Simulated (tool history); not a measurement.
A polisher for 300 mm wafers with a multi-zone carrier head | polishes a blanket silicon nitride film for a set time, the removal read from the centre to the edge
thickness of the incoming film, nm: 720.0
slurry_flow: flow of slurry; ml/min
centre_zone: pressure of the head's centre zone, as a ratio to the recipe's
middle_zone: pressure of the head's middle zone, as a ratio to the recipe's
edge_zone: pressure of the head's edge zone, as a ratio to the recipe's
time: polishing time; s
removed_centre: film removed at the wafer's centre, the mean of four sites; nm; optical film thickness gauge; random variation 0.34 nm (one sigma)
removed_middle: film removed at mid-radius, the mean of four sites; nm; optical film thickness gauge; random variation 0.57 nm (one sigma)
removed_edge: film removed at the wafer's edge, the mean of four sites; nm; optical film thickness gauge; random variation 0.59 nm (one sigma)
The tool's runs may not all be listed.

Run 1, hour 0: slurry_flow 165 ml/min, centre_zone 1, middle_zone 1, edge_zone 1, time 59 s. Result: removed_centre 51.998 nm, removed_middle 54.783 nm, removed_edge 53.129 nm.
Run 2, hour 5.5: slurry_flow 165 ml/min, centre_zone 1, middle_zone 1.05, edge_zone 1, time 59 s. Result: removed_centre 52.57 nm, removed_middle 56.335 nm, removed_edge 51.89 nm.
Run 3, hour 13.9: slurry_flow 165 ml/min, centre_zone 1, middle_zone 1.05, edge_zone 0.96, time 59 s. Result: removed_centre 52.852 nm, removed_middle 56.322 nm, removed_edge 52.016 nm.
Run 4, hour 21.1: slurry_flow 160 ml/min, centre_zone 0.99, middle_zone 1.06, edge_zone 0.96, time 57 s. Result: removed_centre 49.855 nm, removed_middle 53.765 nm, removed_edge 50.881 nm.
Run 5, hour 22.8: slurry_flow 170 ml/min, centre_zone 0.98, middle_zone 1.08, edge_zone 0.97, time 54 s. Result: removed_centre 46.746 nm, removed_middle 50.94 nm, removed_edge 47.924 nm.
Run 6, hour 27.2: slurry_flow 165 ml/min, centre_zone 0.97, middle_zone 1.1, edge_zone 0.95, time 53 s. Result: removed_centre 46.07 nm, removed_middle 51.608 nm, removed_edge 47.191 nm.
Run 7, hour 31.7: slurry_flow 165 ml/min, centre_zone 0.97, middle_zone 1.12, edge_zone 0.94, time 52 s. Result: removed_centre 45.157 nm, removed_middle 51.256 nm, removed_edge 45.504 nm.

The next listed run, before its measurement:
Run 8, hour 39.7: slurry_flow 160 ml/min, centre_zone 0.96, middle_zone 1.13, edge_zone 0.93, time 51 s. Result: removed_centre ?, removed_middle ?, removed_edge ?.

removed_centre: 43.207 nm
removed_middle: 50.07 nm
removed_edge: 44.072 nm
